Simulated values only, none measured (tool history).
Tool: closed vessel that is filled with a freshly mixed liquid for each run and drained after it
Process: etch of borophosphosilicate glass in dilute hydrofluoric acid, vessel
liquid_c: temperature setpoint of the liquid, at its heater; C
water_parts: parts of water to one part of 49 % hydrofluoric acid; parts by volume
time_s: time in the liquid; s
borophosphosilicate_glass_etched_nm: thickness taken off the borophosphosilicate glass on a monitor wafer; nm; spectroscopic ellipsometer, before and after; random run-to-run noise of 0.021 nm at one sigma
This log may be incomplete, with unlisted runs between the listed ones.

| run | hour | liquid_c | water_parts | time_s | borophosphosilicate_glass_etched_nm |
|---|---|---|---|---|---|
| 1 | 0.0 | 21.0 | 215 | 30 | 5.3497 |
| 2 | 4.2 | 19.5 | 245 | 30 | 4.2085 |
| 3 | 11.2 | 18.5 | 260 | 30 | 3.7850 |
| 4 | 13.6 | 20.5 | 260 | 30 | 4.1218 |
| 5 | 14.8 | 19.0 | 260 | 30 | 3.8902 |
| 6 | 22.5 | 18.5 | 275 | 30 | 3.5795 |

Run 7 comes next. What will it give?
| 7 | 25.8 | 18.0 | 285 | 30 | ? |

Logged for run 7: borophosphosilicate_glass_etched_nm 3.3609 nm.

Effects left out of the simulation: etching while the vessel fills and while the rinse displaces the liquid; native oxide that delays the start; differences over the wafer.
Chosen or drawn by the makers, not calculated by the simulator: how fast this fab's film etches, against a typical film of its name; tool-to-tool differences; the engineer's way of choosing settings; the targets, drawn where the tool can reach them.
